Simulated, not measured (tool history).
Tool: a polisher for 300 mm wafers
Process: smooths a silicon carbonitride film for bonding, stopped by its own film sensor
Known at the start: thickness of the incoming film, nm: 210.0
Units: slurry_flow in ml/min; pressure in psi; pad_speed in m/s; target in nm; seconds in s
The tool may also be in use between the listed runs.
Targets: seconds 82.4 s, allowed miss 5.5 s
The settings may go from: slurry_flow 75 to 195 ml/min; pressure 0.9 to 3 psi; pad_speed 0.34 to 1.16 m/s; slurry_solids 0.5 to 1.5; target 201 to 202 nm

| run | hour | slurry_flow | pressure | pad_speed | slurry_solids | target | seconds |
|---|---|---|---|---|---|---|---|
| 1 | 0 | 125 | 1.9 | 0.74 | 1 | 201 | 42.203 |
| 2 | 4 | 125 | 1.4 | 0.74 | 1 | 201 | 58.123 |
| 3 | 11.1 | 125 | 1.3 | 0.74 | 1 | 201 | 63.31 |
| 4 | 11.6 | 125 | 1.3 | 0.8 | 1 | 201 | 60.214 |
| 5 | 14.1 | 125 | 1.8 | 0.8 | 1 | 201 | 42.037 |
| 6 | 16.4 | 125 | 1.7 | 0.8 | 1 | 201 | 44.664 |
| 7 | 24.7 | 125 | 1.6 | 0.8 | 1 | 201 | 47.178 |
| 8 | 27.1 | 125 | 1.5 | 0.8 | 1 | 201 | 49.922 |
| 9 | 32.4 | 125 | 1.4 | 0.78 | 1 | 201 | 57.122 |
| 10 | 41.2 | 125 | 1.3 | 0.78 | 1 | 201 | 59.013 |
| 11 | 45.9 | 125 | 1.2 | 0.78 | 1 | 201 | 65.668 |

5 next moves are on the table. One of them brings every result within its allowed miss. Which?
| A | 50.6 | 110 | 0.9 | 0.78 | 1.05 | 201 | ? |
| B | 50.6 | 120 | 1.2 | 0.84 | 1.15 | 201 | ? |
| C | 50.6 | 95 | 1.3 | 0.88 | 1 | 202 | ? |
| D | 50.6 | 115 | 1.4 | 0.78 | 1 | 202 | ? |
| E | 50.6 | 150 | 1.5 | 0.62 | 1.15 | 202 | ? |

| move | seconds |
|---|---|
| A | 84.915 |
| B | 58.065 |
| C | 50.462 |
| D | 50.244 |
| E | 51.475 |
A: meets every target
B: further off than the last run
C: further off than the last run
D: further off than the last run
E: further off than the last run
Move A is the one to make.
